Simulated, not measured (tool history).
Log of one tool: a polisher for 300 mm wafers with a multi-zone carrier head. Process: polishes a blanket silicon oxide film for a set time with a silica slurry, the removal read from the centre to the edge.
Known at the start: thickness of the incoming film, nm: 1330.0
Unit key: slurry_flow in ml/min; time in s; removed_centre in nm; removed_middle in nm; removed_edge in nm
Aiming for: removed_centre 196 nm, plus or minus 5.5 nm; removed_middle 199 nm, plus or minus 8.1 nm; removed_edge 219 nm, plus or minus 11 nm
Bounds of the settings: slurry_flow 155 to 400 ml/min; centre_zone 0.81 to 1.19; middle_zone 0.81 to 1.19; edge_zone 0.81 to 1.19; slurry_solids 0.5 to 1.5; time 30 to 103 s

| run | day | slurry_flow | centre_zone | middle_zone | edge_zone | slurry_solids | time | removed_centre | removed_middle | removed_edge |
|---|---|---|---|---|---|---|---|---|---|---|
| 1 | 0 | 255 | 1 | 1 | 1 | 1 | 66 | 223.16 | 229.77 | 236.81 |
| 2 | 0.362 | 255 | 1 | 1 | 1 | 1 | 54 | 181.68 | 186.67 | 189.03 |
| 3 | 0.604 | 255 | 0.96 | 1 | 1 | 1 | 54 | 176.49 | 186.12 | 189.98 |
| 4 | 0.962 | 195 | 0.96 | 1 | 1 | 1 | 54 | 169.2 | 184.25 | 187.35 |
| 5 | 1.317 | 195 | 0.96 | 1 | 1 | 1 | 44 | 137.6 | 146.1 | 147.92 |
| 6 | 1.375 | 195 | 0.96 | 1.08 | 1 | 1 | 44 | 136.78 | 159.71 | 148.96 |
| 7 | 1.742 | 200 | 0.96 | 1.07 | 1.02 | 1.05 | 44 | 141.67 | 160.98 | 156.44 |
| 8 | 2.004 | 210 | 0.97 | 1.07 | 1.03 | 1.1 | 44 | 146.88 | 163.42 | 164.21 |

Consider the 4 candidate settings below. Which is the only one whose results all fall within their allowed miss of target?
| A | 2.267 | 220 | 1.04 | 1.09 | 0.81 | 1 | 36 | ? | ? | ? |
| B | 2.267 | 235 | 0.99 | 0.98 | 1.1 | 1.2 | 55 | ? | ? | ? |
| C | 2.267 | 255 | 1.08 | 1.01 | 0.91 | 0.9 | 55 | ? | ? | ? |
| D | 2.267 | 175 | 0.92 | 1.19 | 0.89 | 0.8 | 38 | ? | ? | ? |

| move | removed_centre | removed_middle | removed_edge |
|---|---|---|---|
| A | 124.23 | 133.77 | 113.61 |
| B | 197.61 | 204.23 | 219.08 |
| C | 191.21 | 185.42 | 176.46 |
| D | 99.67 | 131.48 | 108.8 |
A: lands further from the targets than the last run did
B: meets every target
C: corrects the largest miss of the last run, while another result sits out of spec
D: lands further from the targets than the last run did
Go with B: it meets all targets.

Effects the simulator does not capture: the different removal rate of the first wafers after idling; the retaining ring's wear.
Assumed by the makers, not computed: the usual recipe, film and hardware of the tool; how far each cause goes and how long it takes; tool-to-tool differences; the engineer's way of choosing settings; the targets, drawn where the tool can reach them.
